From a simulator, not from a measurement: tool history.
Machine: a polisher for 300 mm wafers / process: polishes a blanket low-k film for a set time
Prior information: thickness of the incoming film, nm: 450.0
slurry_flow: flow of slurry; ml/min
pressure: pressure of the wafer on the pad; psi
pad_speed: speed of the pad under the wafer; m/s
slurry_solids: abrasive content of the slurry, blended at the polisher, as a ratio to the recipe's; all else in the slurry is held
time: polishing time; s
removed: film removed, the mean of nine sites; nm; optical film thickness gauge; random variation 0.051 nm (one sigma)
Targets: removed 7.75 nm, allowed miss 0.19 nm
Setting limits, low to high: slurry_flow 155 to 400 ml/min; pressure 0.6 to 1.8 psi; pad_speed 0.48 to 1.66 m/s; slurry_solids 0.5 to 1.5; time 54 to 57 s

run  hour  slurry_flow  pressure  pad_speed  slurry_solids  time  removed
  1     0          255       1.2       1.06              1    54    12.34
  2   4.9          255       1.2       1.06            1.2    54   13.472
  3   9.1          250       1.1       1.04            1.2    54   12.621
  4  12.9          250       1.1       1.04            1.2    57   13.071
  5  15.6          250         1          1            1.2    57   11.817
  6  16.4          250       1.2          1            1.2    57   13.756
  7  19.3          235       0.9       0.84            1.2    57   9.6683
  8  25.6          235       0.8       0.84            1.2    57   8.9599
  9  33.6          230       0.7       0.84            1.2    57   8.1849
 10  42.1          225       0.7       0.84            1.2    57   8.1039
 11    51          220       0.7       0.84            1.2    57   8.1393
 12  59.6          215       0.7       0.84            1.2    57   8.1503
 13  67.6          210       0.6       0.84            1.2    57   7.3158
 14  70.6          220       0.6       0.84            1.2    57    7.372
 15  77.8          225       0.6       0.84            1.2    57    7.379
 16  84.4          225       0.7       0.84            1.2    57   8.1149
 17  85.5          220       0.7       0.84            1.2    57   8.1029
 18  93.7          215       0.7       0.84            1.2    57   8.0616
 19  98.8          200       0.7       0.84            1.2    57   8.0464

Which one of the following 4 next-run settings gets every result inside its allowed miss? There is exactly one.
  A  103.9          200       0.7          1           1.05    56        ?
  B  103.9          210       0.7        0.9           1.35    54        ?
  C  103.9          225       0.7       0.84           1.15    55        ?
  D  103.9          200       0.7        0.9            1.1    57        ?

move  removed
   A   8.2166
   B   8.3927
   C    7.649
   D   7.9844
A: moves away from the targets compared with the last run
B: moves away from the targets compared with the last run
C: meets every target
D: an improvement on the last run, though not all results are within tolerance
Move C is the one to make.
